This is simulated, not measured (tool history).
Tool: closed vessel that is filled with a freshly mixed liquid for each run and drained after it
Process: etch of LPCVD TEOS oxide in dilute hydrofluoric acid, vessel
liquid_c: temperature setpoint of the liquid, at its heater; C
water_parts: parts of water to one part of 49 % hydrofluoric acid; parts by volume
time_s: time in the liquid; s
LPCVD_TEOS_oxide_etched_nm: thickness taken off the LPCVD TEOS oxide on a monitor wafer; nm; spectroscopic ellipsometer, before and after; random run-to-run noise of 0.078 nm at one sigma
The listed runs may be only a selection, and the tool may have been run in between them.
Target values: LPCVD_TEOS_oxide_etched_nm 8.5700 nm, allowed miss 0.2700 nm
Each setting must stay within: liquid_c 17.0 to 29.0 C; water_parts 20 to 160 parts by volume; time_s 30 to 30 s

| run | hour | liquid_c | water_parts | time_s | LPCVD_TEOS_oxide_etched_nm |
|---|---|---|---|---|---|
| 1 | 0.0 | 21.0 | 90 | 30 | 4.6916 |
| 2 | 2.6 | 21.0 | 110 | 30 | 3.7780 |
| 3 | 9.4 | 21.0 | 110 | 30 | 3.8239 |
| 4 | 17.9 | 21.0 | 90 | 30 | 4.6260 |
| 5 | 25.9 | 19.0 | 90 | 30 | 4.2968 |
| 6 | 32.1 | 19.0 | 90 | 30 | 4.3225 |
| 7 | 34.5 | 21.5 | 80 | 30 | 5.3327 |
| 8 | 39.1 | 23.5 | 75 | 30 | 6.3783 |
| 9 | 39.9 | 25.0 | 75 | 30 | 6.8693 |

Next run, 5 choices. One meets every target within its allowed miss, the rest don't. Which?
| A | 40.7 | 28.0 | 60 | 30 | ? |
| B | 40.7 | 25.5 | 70 | 30 | ? |
| C | 40.7 | 26.5 | 95 | 30 | ? |
| D | 40.7 | 28.5 | 65 | 30 | ? |
| E | 40.7 | 27.0 | 65 | 30 | ? |

| move | LPCVD_TEOS_oxide_etched_nm |
|---|---|
| A | 9.7078 |
| B | 7.4234 |
| C | 5.5154 |
| D | 9.0787 |
| E | 8.5499 |
A: pushes the last run's worst result past its target
B: closes in on the targets versus the last run, not all within tolerance yet
C: the biggest miss grows against the last run
D: pushes the last run's worst result past its target
E: all results land within tolerance of their targets
The move that meets every target is E.

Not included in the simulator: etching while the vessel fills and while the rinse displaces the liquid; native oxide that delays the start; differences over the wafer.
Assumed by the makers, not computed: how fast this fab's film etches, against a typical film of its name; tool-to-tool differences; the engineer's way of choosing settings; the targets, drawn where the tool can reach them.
